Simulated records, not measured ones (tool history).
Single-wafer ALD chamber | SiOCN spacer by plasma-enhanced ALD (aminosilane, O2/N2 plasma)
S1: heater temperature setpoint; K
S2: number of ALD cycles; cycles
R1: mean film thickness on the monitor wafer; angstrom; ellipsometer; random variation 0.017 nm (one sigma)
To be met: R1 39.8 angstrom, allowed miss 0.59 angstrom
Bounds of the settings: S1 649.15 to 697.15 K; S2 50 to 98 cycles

{"run": 1, "hour": 0.0, "S1": 673.15, "S2": 74, "R1": 49.707}
{"run": 2, "hour": 5.5, "S1": 674.15, "S2": 71, "R1": 47.484}
{"run": 3, "hour": 6.1, "S1": 668.15, "S2": 71, "R1": 48.065}
{"run": 4, "hour": 14.2, "S1": 669.15, "S2": 69, "R1": 46.297}
{"run": 5, "hour": 16.9, "S1": 678.15, "S2": 69, "R1": 46.077}
{"run": 6, "hour": 21.7, "S1": 678.15, "S2": 67, "R1": 44.568}
{"run": 7, "hour": 28.0, "S1": 682.15, "S2": 58, "R1": 37.824}
{"run": 8, "hour": 31.4, "S1": 681.15, "S2": 58, "R1": 38.002}
{"run": 9, "hour": 32.6, "S1": 680.15, "S2": 58, "R1": 38.446}
{"run": 10, "hour": 34.6, "S1": 679.15, "S2": 58, "R1": 38.356}
{"run": 11, "hour": 42.1, "S1": 677.15, "S2": 61, "R1": 40.735}
{"run": 12, "hour": 43.0, "S1": 683.15, "S2": 60, "R1": 39.286}

Which of these 4 next moves meets every target?
{"run": "A", "hour": 43.9, "S1": 688.15, "S2": 62, "R1": "?"}
{"run": "B", "hour": 43.9, "S1": 678.15, "S2": 58, "R1": "?"}
{"run": "C", "hour": 43.9, "S1": 688.15, "S2": 59, "R1": "?"}
{"run": "D", "hour": 43.9, "S1": 683.15, "S2": 59, "R1": "?"}

move=A R1=39.676
move=B R1=38.45
move=C R1=37.756
move=D R1=38.435
A: meets every target
B: further off than the last run
C: further off than the last run
D: further off than the last run
Move A is the one to make.
